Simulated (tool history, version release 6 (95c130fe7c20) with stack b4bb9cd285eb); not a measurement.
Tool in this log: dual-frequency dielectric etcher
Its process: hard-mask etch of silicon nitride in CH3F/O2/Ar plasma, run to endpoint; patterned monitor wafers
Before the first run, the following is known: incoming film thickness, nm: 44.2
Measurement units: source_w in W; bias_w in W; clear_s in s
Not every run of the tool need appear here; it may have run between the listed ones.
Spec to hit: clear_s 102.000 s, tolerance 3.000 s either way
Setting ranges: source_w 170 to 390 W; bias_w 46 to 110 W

| run | hour | source_w | bias_w | clear_s |
|---|---|---|---|---|
| 1 | 0.0 | 280 | 78 | 78.503 |
| 2 | 8.0 | 280 | 92 | 72.891 |
| 3 | 11.5 | 310 | 92 | 70.288 |
| 4 | 19.1 | 280 | 82 | 76.776 |
| 5 | 20.0 | 250 | 74 | 83.892 |
| 6 | 25.2 | 250 | 63 | 89.729 |
| 7 | 31.0 | 230 | 61 | 93.223 |
| 8 | 33.1 | 220 | 60 | 95.268 |

Which of these 5 next moves meets every target?
| A | 35.2 | 220 | 75 | ? |
| B | 35.2 | 220 | 52 | ? |
| C | 35.2 | 220 | 67 | ? |
| D | 35.2 | 210 | 63 | ? |
| E | 35.2 | 260 | 65 | ? |

| move | clear_s |
|---|---|
| A | 86.910 |
| B | 101.610 |
| C | 91.214 |
| D | 95.215 |
| E | 87.021 |
A: moves away from the targets compared with the last run
B: in spec on every target
C: moves away from the targets compared with the last run
D: no better and no worse than the last run
E: moves away from the targets compared with the last run
The move that meets every target is B.
